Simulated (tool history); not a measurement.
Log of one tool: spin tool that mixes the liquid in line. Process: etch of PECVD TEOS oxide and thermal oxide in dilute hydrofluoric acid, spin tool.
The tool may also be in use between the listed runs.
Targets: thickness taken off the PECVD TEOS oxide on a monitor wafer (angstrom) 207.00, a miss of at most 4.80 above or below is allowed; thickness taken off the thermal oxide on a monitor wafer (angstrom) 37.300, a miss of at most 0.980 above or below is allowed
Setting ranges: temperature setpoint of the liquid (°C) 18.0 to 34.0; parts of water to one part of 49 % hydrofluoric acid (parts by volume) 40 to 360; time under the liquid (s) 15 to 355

run,hour,temperature setpoint of the liquid (°C),parts of water to one part of 49 % hydrofluoric acid (parts by volume),time under the liquid (s),thickness taken off the PECVD TEOS oxide on a monitor wafer (angstrom),thickness taken off the thermal oxide on a monitor wafer (angstrom)
1,0.0,26.0,200,180,270.00,48.117
2,6.2,26.0,155,180,366.10,65.711
3,9.6,23.5,170,180,296.28,53.822
4,15.0,22.0,180,180,261.86,47.575
5,23.7,22.0,150,180,326.05,58.926
6,31.8,22.0,150,130,234.68,41.824
7,32.5,21.0,150,130,223.76,40.433
8,38.2,20.5,150,130,221.62,39.772
9,41.8,20.0,150,130,215.98,39.172
# hour 44.1: hydrofluoric acid flow meter replaced
10,44.1,19.5,150,130,198.27,35.395
11,48.7,19.5,150,130,197.95,35.931

Which single option among these 5 for the next run brings every result within its allowed miss of target? Just one does.
A,53.3,24.0,180,135,?,?
B,53.3,18.0,165,155,?,?
C,53.3,22.5,125,90,?,?
D,53.3,18.5,175,155,?,?
E,53.3,18.5,140,130,?,?

move,thickness taken off the PECVD TEOS oxide on a monitor wafer (angstrom),thickness taken off the thermal oxide on a monitor wafer (angstrom)
A,197.25,35.344
B,198.76,35.615
C,190.11,34.064
D,189.34,33.926
E,205.54,36.829
A: the biggest miss grows against the last run
B: closes in on the targets versus the last run, not all within tolerance yet
C: the biggest miss grows against the last run
D: the biggest miss grows against the last run
E: meets every target
Answer: E

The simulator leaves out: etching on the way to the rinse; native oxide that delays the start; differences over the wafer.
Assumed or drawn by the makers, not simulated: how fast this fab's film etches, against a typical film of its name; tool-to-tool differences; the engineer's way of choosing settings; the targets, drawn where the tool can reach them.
